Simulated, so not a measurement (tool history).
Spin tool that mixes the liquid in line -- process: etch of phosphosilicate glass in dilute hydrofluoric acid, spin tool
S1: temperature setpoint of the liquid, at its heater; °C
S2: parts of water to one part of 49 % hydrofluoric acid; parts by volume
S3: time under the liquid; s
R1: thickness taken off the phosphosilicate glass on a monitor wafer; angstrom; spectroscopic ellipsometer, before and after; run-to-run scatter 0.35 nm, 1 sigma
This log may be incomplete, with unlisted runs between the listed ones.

run  hour    S1  S2  S3       R1
  1   0.0  20.0  70  50   842.24
  2   4.9  20.0  70  55   931.82
  3   8.3  20.0  45  55  1512.50
  4  11.1  19.5  55  55  1182.80
  5  16.2  19.0  65  55   957.78
  6  23.5  18.5  70  55   870.75
  7  26.4  18.5  70  55   865.65
     28.2  -- hydrofluoric acid flow meter replaced
  8  28.2  18.5  75  55   752.34
  9  29.3  18.5  75  55   742.76
 10  30.7  18.5  80  55   699.40

Run 11 has not been measured yet. What should we expect?
 11  32.3  18.5  85  55   ?

Run 11 came out at R1 655.00 angstrom.

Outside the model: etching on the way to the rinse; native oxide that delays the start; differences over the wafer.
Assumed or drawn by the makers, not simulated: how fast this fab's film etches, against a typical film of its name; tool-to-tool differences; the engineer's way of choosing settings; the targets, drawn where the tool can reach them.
